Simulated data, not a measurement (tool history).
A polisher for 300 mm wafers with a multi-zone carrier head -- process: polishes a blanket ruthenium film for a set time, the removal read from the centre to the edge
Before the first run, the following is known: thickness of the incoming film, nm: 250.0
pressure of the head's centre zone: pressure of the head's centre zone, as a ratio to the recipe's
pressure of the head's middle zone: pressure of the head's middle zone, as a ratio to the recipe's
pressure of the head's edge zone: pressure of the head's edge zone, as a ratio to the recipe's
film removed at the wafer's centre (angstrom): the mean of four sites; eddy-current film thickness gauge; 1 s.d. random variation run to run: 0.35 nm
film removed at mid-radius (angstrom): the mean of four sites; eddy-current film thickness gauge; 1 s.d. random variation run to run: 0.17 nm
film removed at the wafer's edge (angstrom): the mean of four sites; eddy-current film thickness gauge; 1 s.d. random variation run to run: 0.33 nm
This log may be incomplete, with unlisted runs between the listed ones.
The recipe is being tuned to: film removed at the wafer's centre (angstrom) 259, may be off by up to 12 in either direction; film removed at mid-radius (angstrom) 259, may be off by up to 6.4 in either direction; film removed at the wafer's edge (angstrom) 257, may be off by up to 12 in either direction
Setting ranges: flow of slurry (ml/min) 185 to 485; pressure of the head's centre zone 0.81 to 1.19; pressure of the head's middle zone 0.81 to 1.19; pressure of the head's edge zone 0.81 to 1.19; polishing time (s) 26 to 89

| run | hour | flow of slurry (ml/min) | pressure of the head's centre zone | pressure of the head's middle zone | pressure of the head's edge zone | polishing time (s) | film removed at the wafer's centre (angstrom) | film removed at mid-radius (angstrom) | film removed at the wafer's edge (angstrom) |
|---|---|---|---|---|---|---|---|---|---|
| 1 | 0 | 310 | 1 | 1 | 1 | 57 | 440.47 | 442.77 | 404.94 |
| 2 | 8.4 | 385 | 1 | 1 | 1 | 57 | 448.77 | 451.76 | 422.4 |
| 3 | 15.1 | 385 | 1 | 0.95 | 1 | 57 | 439.52 | 435.67 | 427.52 |
| 4 | 19.1 | 365 | 0.99 | 0.93 | 0.98 | 52 | 396.06 | 384.52 | 373.17 |
| 5 | 25.1 | 365 | 1.03 | 0.93 | 0.98 | 52 | 424.14 | 391.34 | 377.18 |
|  | 28.8 | edge zone pressure recalibrated |
| 6 | 28.8 | 365 | 1.03 | 0.93 | 0.98 | 38 | 307.59 | 283.8 | 280.08 |
| 7 | 30.7 | 355 | 1.01 | 0.92 | 0.97 | 38 | 296.26 | 283.26 | 279.96 |
| 8 | 34.8 | 345 | 1 | 0.91 | 0.96 | 38 | 291.56 | 275.32 | 280.54 |
| 9 | 43.1 | 335 | 0.99 | 0.91 | 0.94 | 38 | 295.82 | 278.38 | 282.16 |
| 10 | 46.9 | 330 | 0.99 | 0.92 | 0.94 | 37 | 287.67 | 271.56 | 266.25 |

Consider the 4 candidate settings below. Which is the only one whose results all fall within their allowed miss of target?
| A | 50.7 | 305 | 0.9 | 0.88 | 0.85 | 37 | ? | ? | ? |
| B | 50.7 | 330 | 0.98 | 0.98 | 0.86 | 34 | ? | ? | ? |
| C | 50.7 | 365 | 0.96 | 1.06 | 0.89 | 35 | ? | ? | ? |
| D | 50.7 | 325 | 1.03 | 0.81 | 1 | 37 | ? | ? | ? |

| move | film removed at the wafer's centre (angstrom) | film removed at mid-radius (angstrom) | film removed at the wafer's edge (angstrom) |
|---|---|---|---|
| A | 255.4 | 261.02 | 256.23 |
| B | 255.13 | 262.71 | 237.76 |
| C | 260.71 | 290.43 | 249.8 |
| D | 289.22 | 246.55 | 276.28 |
A: each result inside its tolerance
B: brings the last run's worst result on target, with another outside its allowed miss
C: brings the last run's worst result on target, with another outside its allowed miss
D: lands further from the targets than the last run did
Go with A: it meets all targets.

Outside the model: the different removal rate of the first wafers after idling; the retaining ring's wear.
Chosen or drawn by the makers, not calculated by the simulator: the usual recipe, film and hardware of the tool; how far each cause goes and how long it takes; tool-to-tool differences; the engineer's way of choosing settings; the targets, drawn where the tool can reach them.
